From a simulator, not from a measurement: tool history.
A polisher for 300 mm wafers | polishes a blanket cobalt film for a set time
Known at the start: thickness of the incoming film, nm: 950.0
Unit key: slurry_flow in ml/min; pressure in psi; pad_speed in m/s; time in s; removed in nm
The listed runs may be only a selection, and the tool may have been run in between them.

| run | hour | slurry_flow | pressure | pad_speed | time | removed |
|---|---|---|---|---|---|---|
| 1 | 0 | 280 | 1.6 | 0.8 | 113 | 289.9 |
| 2 | 1.9 | 280 | 1.4 | 0.8 | 113 | 253.46 |
| 3 | 8.6 | 280 | 1.4 | 0.8 | 119 | 266.81 |
| 4 | 12.3 | 280 | 1.4 | 0.8 | 113 | 256.31 |
| 5 | 21.3 | 280 | 1.4 | 0.8 | 113 | 256.72 |
|  | 28.7 | worn pad replaced by a new one |
| 6 | 28.7 | 280 | 1.4 | 1 | 113 | 352.13 |
| 7 | 37.5 | 280 | 1.2 | 0.94 | 113 | 282.15 |

What does the tool deliver on the next run?
| 8 | 41.1 | 280 | 1 | 0.9 | 113 | ? |

For run 8 the tool returned removed 227.64 nm.
